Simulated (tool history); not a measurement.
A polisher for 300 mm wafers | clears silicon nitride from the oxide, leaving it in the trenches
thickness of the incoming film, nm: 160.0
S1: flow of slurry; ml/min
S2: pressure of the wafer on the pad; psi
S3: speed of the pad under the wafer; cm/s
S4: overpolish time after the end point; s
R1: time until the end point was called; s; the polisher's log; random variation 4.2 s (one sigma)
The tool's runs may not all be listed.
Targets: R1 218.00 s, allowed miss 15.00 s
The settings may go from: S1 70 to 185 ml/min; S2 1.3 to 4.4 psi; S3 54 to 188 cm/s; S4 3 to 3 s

run,hour,S1,S2,S3,S4,R1
1,0.0,120,2.8,120,3,166.30
2,4.9,120,2.6,118,3,176.24
3,12.4,130,2.6,118,3,171.94
4,14.1,130,3.3,118,3,135.41
5,19.8,110,3.3,118,3,145.30
6,21.4,105,3.0,116,3,165.61
7,24.1,100,2.8,114,3,179.60
8,28.3,100,2.7,112,3,186.10
9,29.6,100,2.6,112,3,199.11

Which of these 5 next moves meets every target?
A,30.9,90,2.5,112,3,?
B,30.9,105,2.8,110,3,?
C,30.9,115,2.1,144,3,?
D,30.9,100,2.9,118,3,?
E,30.9,115,2.8,112,3,?

move,R1
A,213.97
B,183.60
C,181.00
D,168.88
E,174.85
A: meets every target
B: further off than the last run
C: further off than the last run
D: further off than the last run
E: further off than the last run
The right move is A.

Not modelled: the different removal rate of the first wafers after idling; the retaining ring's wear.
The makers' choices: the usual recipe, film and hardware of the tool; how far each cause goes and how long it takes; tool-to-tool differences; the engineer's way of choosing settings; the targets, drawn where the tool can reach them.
